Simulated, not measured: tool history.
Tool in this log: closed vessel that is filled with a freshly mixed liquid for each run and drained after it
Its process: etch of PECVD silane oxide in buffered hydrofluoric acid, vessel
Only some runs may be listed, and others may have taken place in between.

run	hour	temperature setpoint of the liquid (C)	parts of 40 % ammonium fluoride to one part of 49 % hydrofluoric acid (parts by volume)	time in the liquid (s)	thickness taken off the PECVD silane oxide on a monitor wafer (angstrom)
1	0.0	24.0	22.0	105	970.00
2	1.0	25.5	21.5	105	1069.10
3	6.7	25.5	21.5	115	1170.80
4	11.4	22.0	21.5	115	962.12
5	13.8	20.0	21.5	115	870.91
6	22.9	18.5	21.5	115	790.59
7	30.9	22.5	21.0	115	1015.50

Run 8, settings as shown, results not yet in. Your forecast:
8	35.5	24.5	21.0	115	?

{"run 8": {"thickness taken off the PECVD silane oxide on a monitor wafer (angstrom)": 1131.4}}
